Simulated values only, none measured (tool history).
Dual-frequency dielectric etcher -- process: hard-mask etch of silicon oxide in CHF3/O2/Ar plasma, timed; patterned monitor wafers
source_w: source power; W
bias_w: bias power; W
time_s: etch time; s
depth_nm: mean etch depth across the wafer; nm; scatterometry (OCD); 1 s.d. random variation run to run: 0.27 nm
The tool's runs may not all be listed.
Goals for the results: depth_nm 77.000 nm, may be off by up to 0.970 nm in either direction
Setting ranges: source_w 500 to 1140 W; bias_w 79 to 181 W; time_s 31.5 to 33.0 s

| run | hour | source_w | bias_w | time_s | depth_nm |
|---|---|---|---|---|---|
| 1 | 0.0 | 820 | 130 | 31.5 | 71.851 |
| 2 | 0.9 | 840 | 130 | 31.5 | 72.865 |
| 3 | 8.4 | 850 | 130 | 31.5 | 73.190 |
| 4 | 13.3 | 850 | 113 | 31.5 | 70.378 |
| 5 | 16.1 | 870 | 113 | 31.5 | 70.780 |
| 6 | 24.8 | 870 | 102 | 31.5 | 69.359 |
| 7 | 33.8 | 890 | 102 | 31.5 | 69.992 |
| 8 | 37.5 | 890 | 102 | 31.5 | 69.955 |
| 9 | 42.4 | 910 | 102 | 31.5 | 70.514 |
| 10 | 49.2 | 930 | 102 | 31.5 | 70.764 |
| 11 | 51.4 | 950 | 103 | 31.5 | 71.597 |
| 12 | 55.4 | 970 | 103 | 31.5 | 72.533 |
| 13 | 56.5 | 980 | 103 | 31.5 | 72.717 |
| 14 | 58.7 | 990 | 103 | 31.5 | 72.686 |
| 15 | 65.3 | 1010 | 103 | 31.5 | 73.226 |
| 16 | 70.3 | 1020 | 103 | 31.5 | 73.542 |
| 17 | 72.8 | 1030 | 103 | 31.5 | 73.806 |
| 18 | 81.1 | 1040 | 103 | 31.5 | 73.712 |
| 19 | 82.3 | 1050 | 104 | 31.5 | 74.605 |
| 20 | 83.1 | 1060 | 104 | 31.5 | 74.322 |
| 21 | 85.2 | 1070 | 105 | 31.5 | 74.613 |
| 22 | 92.9 | 1080 | 106 | 31.5 | 75.222 |
| 23 | 100.6 | 1090 | 106 | 31.5 | 75.595 |

Which one of the following 4 next-run settings gets every result inside its allowed miss? There is exactly one.
| A | 108.3 | 1040 | 109 | 32.5 | ? |
| B | 108.3 | 1070 | 122 | 32.5 | ? |
| C | 108.3 | 1130 | 93 | 31.5 | ? |
| D | 108.3 | 900 | 122 | 32.5 | ? |

| move | depth_nm |
|---|---|
| A | 77.330 |
| B | 80.065 |
| C | 74.606 |
| D | 75.560 |
A: each result inside its tolerance
B: takes the biggest miss from the last run beyond its target
C: lands further from the targets than the last run did
D: neither nearer nor further off than the last run
Go with A: it meets all targets.

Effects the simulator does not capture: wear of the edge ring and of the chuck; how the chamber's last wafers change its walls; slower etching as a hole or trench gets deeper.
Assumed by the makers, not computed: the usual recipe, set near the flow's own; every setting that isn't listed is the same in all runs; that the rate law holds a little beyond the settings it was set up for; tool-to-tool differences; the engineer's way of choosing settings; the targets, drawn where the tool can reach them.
